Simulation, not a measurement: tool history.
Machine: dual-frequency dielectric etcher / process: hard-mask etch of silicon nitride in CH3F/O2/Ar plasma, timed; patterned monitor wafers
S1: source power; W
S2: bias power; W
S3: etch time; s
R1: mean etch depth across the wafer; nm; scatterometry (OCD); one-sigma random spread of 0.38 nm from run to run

run 1 day=0 | S1=550 S2=56 S3=216 | R1=136.24
run 2 day=0.042 | S1=620 S2=56 S3=216 | R1=143.96
run 3 day=0.271 | S1=620 S2=56 S3=216 | R1=143.95
run 4 day=0.467 | S1=710 S2=56 S3=216 | R1=152.42
run 5 day=0.838 | S1=710 S2=52 S3=216 | R1=150.25
run 6 day=0.888 | S1=710 S2=43 S3=216 | R1=145.48

Run 7 is up next; what results do you expect?
-- day=1.075 source power generator calibrated
run 7 day=1.075 | S1=730 S2=45 S3=216.5 | R1=?

Run 7 gave R1 151.03 nm.
